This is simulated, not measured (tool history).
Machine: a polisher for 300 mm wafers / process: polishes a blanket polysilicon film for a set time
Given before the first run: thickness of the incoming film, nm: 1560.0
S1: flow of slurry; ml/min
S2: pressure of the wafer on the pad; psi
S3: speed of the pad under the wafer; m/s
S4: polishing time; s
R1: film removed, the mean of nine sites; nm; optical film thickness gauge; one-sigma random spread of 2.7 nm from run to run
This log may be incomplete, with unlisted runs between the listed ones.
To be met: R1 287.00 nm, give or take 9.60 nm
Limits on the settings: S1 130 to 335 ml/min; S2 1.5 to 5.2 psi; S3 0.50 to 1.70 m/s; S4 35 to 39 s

| run | hour | S1 | S2 | S3 | S4 | R1 |
|---|---|---|---|---|---|---|
| 1 | 0.0 | 215 | 3.3 | 1.10 | 39 | 422.36 |
| 2 | 0.6 | 250 | 3.3 | 1.10 | 39 | 440.26 |
| 3 | 4.9 | 250 | 3.3 | 1.32 | 39 | 523.67 |
| 4 | 11.8 | 240 | 2.7 | 1.32 | 39 | 424.32 |
| 5 | 13.0 | 240 | 2.7 | 1.50 | 39 | 476.66 |
| 6 | 16.6 | 275 | 2.7 | 1.50 | 39 | 493.28 |
| 7 | 19.0 | 265 | 2.3 | 1.46 | 39 | 395.72 |
| 8 | 21.1 | 265 | 2.1 | 1.46 | 39 | 377.61 |
| 9 | 24.0 | 265 | 1.9 | 1.44 | 39 | 332.93 |
| 10 | 27.9 | 265 | 1.8 | 1.44 | 39 | 314.18 |
| 11 | 30.5 | 265 | 1.7 | 1.44 | 39 | 304.34 |

5 candidate next runs follow, results not yet known. Just one meets every target within its allowed miss. Identify it.
| A | 33.1 | 270 | 1.8 | 1.48 | 37 | ? |
| B | 33.1 | 230 | 2.1 | 1.36 | 35 | ? |
| C | 33.1 | 300 | 1.8 | 1.42 | 39 | ? |
| D | 33.1 | 280 | 1.8 | 1.44 | 35 | ? |
| E | 33.1 | 325 | 1.8 | 1.36 | 35 | ? |

| move | R1 |
|---|---|
| A | 312.05 |
| B | 311.01 |
| C | 318.23 |
| D | 288.13 |
| E | 275.30 |
A: its largest miss is bigger than the last run's
B: its largest miss is bigger than the last run's
C: its largest miss is bigger than the last run's
D: in spec on every target
E: takes the biggest miss from the last run beyond its target
Answer: D
